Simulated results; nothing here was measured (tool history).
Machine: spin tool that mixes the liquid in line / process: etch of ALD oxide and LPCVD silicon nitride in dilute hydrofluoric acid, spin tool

run	day	temperature setpoint of the liquid (°C)	parts of water to one part of 49 % hydrofluoric acid (parts by volume)	time under the liquid (s)	thickness taken off the ALD oxide on a monitor wafer (Å)	thickness taken off the LPCVD silicon nitride on a monitor wafer (Å)
1	0	24	85	30	101.89	2.3397
2	0.275	24	60	30	148.08	1.9649
3	0.492	24	30	30	311.89	4.2237
4	0.792	23	30	30	295.12	4.0254
5	0.858	22	30	30	284.48	4.7972
6	1.083	22	45	30	183.59	3.0818

Run 7 is up next; what results do you expect?
7	1.217	22.5	45	30	?	?

For run 7 the tool returned thickness taken off the ALD oxide on a monitor wafer (Å) 191.36, thickness taken off the LPCVD silicon nitride on a monitor wafer (Å) 3.2625.
